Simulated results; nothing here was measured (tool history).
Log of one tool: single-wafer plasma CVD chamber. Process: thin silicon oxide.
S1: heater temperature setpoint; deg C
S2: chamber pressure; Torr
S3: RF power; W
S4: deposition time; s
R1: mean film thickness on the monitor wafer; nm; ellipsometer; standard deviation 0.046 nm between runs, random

run 1 hour=0 | S1=395 S2=0.57 S3=325 S4=12.8 | R1=18.332
run 2 hour=4.7 | S1=395 S2=0.533 S3=325 S4=12.8 | R1=17.246
run 3 hour=8 | S1=395 S2=0.533 S3=350 S4=12.8 | R1=18.002
run 4 hour=9.8 | S1=395 S2=0.533 S3=380 S4=12.8 | R1=18.742
run 5 hour=13.8 | S1=399 S2=0.533 S3=380 S4=12.8 | R1=18.747
run 6 hour=17.8 | S1=399 S2=0.533 S3=345 S4=12.8 | R1=17.921
run 7 hour=23.3 | S1=398 S2=0.497 S3=345 S4=12.8 | R1=16.843

Predict the results of run 8:
run 8 hour=28.1 | S1=398 S2=0.471 S3=345 S4=12.8 | R1=?

{"run 8": {"R1": 16.155}}
